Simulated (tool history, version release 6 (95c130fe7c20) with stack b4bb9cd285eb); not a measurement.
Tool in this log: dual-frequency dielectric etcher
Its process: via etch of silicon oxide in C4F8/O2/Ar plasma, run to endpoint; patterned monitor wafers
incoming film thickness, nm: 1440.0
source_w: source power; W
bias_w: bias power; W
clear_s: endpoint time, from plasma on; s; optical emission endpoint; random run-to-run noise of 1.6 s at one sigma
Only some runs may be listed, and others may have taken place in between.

run 1 hour=0 | source_w=1920 bias_w=2540 | clear_s=273.42
run 2 hour=1.9 | source_w=2090 bias_w=2540 | clear_s=264.86
run 3 hour=4.6 | source_w=2090 bias_w=2349 | clear_s=271.03
run 4 hour=6.9 | source_w=2210 bias_w=2349 | clear_s=263.19
run 5 hour=12.8 | source_w=2100 bias_w=2322 | clear_s=272.23
run 6 hour=20.5 | source_w=2010 bias_w=2303 | clear_s=277.2

For run 7, what comes out?
-- hour=25.7 bias power generator calibrated
run 7 hour=25.7 | source_w=1920 bias_w=2284 | clear_s=?

clear_s: 283.48 s

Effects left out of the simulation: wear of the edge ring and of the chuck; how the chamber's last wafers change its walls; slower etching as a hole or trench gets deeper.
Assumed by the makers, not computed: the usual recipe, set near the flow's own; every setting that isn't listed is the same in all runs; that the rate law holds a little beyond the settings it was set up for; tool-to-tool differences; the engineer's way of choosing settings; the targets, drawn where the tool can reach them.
